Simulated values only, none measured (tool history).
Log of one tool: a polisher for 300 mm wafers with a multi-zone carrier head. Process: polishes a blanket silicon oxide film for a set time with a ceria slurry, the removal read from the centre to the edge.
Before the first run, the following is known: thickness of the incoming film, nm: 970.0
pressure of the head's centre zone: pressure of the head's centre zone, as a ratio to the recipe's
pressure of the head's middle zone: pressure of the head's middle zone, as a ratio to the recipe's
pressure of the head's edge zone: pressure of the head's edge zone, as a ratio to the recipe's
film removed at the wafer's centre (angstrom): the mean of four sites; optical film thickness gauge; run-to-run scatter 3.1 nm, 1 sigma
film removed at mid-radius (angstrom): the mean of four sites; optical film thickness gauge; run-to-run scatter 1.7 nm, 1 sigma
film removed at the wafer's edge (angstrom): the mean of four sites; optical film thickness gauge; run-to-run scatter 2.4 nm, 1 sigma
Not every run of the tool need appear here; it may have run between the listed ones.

run  hour  flow of slurry (ml/min)  pressure of the head's centre zone  pressure of the head's middle zone  pressure of the head's edge zone  polishing time (s)  film removed at the wafer's centre (angstrom)  film removed at mid-radius (angstrom)  film removed at the wafer's edge (angstrom)
  1   0.0                      280                                1.00                                1.00                              1.00                  71                                         3485.3                                 3484.6                                       3465.0
  2   1.9                      280                                1.07                                1.00                              1.00                  71                                         3613.5                                 3501.4                                       3402.4
  3   4.3                      275                                1.09                                0.98                              0.97                  69                                         3583.9                                 3331.3                                       3316.3
  4  10.4                      275                                1.09                                0.98                              0.97                  86                                         4560.8                                 4140.1                                       4079.5
  5  14.0                      275                                1.09                                0.98                              0.97                  93                                         4892.5                                 4434.6                                       4558.1
  6  17.8                      275                                1.09                                0.98                              1.01                  93                                         4846.9                                 4464.6                                       4524.1
  7  21.7                      280                                1.11                                0.98                              0.99                  85                                         4614.6                                 4115.1                                       4146.1

Run 8 has not been measured yet. What should we expect?
  8  29.2                      285                                1.12                                0.98                              0.96                  79                                              ?                                      ?                                            ?

Logged for run 8: film removed at the wafer's centre (angstrom) 4309.3, film removed at mid-radius (angstrom) 3780.1, film removed at the wafer's edge (angstrom) 3774.4.
